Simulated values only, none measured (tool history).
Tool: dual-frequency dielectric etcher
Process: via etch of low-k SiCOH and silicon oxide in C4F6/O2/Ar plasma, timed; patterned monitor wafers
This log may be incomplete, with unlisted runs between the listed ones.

run,hour,source power (W),bias power (W),etch time (s),mean etch depth across the wafer (Å)
1,0,370,210,72.5,1823.3
2,5.7,400,216,72.5,1881.6
3,13.2,420,225,72.5,1959.5
4,17.3,420,204,72.5,1849.4
5,24,420,204,75.5,1950
6,25.3,420,204,75.5,1952.5
7,31.5,440,210,75.5,2018.9

What will run 8 give?
8,35.8,450,212,75.5,?

Run 8 gave mean etch depth across the wafer (Å) 2017.6.
